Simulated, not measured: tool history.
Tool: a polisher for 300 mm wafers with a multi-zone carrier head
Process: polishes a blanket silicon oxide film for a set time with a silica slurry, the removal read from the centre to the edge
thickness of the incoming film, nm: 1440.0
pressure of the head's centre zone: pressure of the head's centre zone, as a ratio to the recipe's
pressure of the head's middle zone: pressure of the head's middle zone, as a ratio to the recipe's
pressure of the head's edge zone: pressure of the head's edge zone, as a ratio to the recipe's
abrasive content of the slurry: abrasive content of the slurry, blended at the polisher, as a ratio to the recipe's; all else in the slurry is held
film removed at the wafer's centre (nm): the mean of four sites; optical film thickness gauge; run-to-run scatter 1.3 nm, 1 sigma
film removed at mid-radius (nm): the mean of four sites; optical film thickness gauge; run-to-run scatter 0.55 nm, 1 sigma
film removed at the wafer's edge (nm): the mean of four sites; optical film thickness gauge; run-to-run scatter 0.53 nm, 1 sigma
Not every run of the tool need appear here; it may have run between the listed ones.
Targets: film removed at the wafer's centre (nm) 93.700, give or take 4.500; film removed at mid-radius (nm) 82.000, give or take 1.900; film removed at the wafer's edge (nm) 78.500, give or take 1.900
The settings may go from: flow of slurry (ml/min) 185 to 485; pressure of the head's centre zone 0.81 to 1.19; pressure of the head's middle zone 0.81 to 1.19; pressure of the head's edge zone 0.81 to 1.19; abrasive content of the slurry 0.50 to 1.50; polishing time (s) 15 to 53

| run | day | flow of slurry (ml/min) | pressure of the head's centre zone | pressure of the head's middle zone | pressure of the head's edge zone | abrasive content of the slurry | polishing time (s) | film removed at the wafer's centre (nm) | film removed at mid-radius (nm) | film removed at the wafer's edge (nm) |
|---|---|---|---|---|---|---|---|---|---|---|
| 1 | 0.000 | 310 | 1.00 | 1.00 | 1.00 | 1.00 | 34 | 131.080 | 131.570 | 134.050 |
| 2 | 0.171 | 310 | 1.04 | 0.99 | 0.94 | 0.85 | 31 | 108.140 | 107.290 | 105.860 |
| 3 | 0.412 | 305 | 1.09 | 0.97 | 0.90 | 0.75 | 31 | 106.000 | 94.992 | 93.848 |
| 4 | 0.512 | 295 | 1.09 | 0.96 | 0.87 | 0.70 | 31 | 97.483 | 87.965 | 86.395 |
| 5 | 0.758 | 270 | 1.10 | 0.96 | 0.85 | 0.70 | 31 | 98.749 | 86.849 | 84.173 |
| 6 | 1.100 | 270 | 1.10 | 0.96 | 0.81 | 0.70 | 31 | 95.776 | 88.763 | 83.486 |
| 7 | 1.229 | 250 | 1.11 | 0.95 | 0.81 | 0.70 | 31 | 97.655 | 85.340 | 82.837 |
| 8 | 1.371 | 250 | 1.11 | 0.95 | 0.81 | 0.65 | 31 | 90.182 | 79.283 | 77.079 |

Exercise: of the 4 proposed moves below, exactly one satisfies all targets within the stated allowed misses. Which move is it?
| A | 1.512 | 275 | 1.12 | 0.96 | 0.83 | 0.65 | 31 | ? | ? | ? |
| B | 1.512 | 200 | 1.01 | 0.96 | 0.82 | 0.75 | 28 | ? | ? | ? |
| C | 1.512 | 190 | 1.08 | 0.87 | 0.87 | 0.60 | 35 | ? | ? | ? |
| D | 1.512 | 245 | 1.12 | 0.89 | 0.85 | 0.60 | 33 | ? | ? | ? |

| move | film removed at the wafer's centre (nm) | film removed at mid-radius (nm) | film removed at the wafer's edge (nm) |
|---|---|---|---|
| A | 95.238 | 81.504 | 78.584 |
| B | 84.439 | 80.626 | 78.179 |
| C | 89.680 | 73.837 | 79.851 |
| D | 91.514 | 73.672 | 76.707 |
A: all results in spec
B: brings the result that was furthest off to its target, and leaves another outside
C: its largest miss is bigger than the last run's
D: its largest miss is bigger than the last run's
Go with A: it meets all targets.
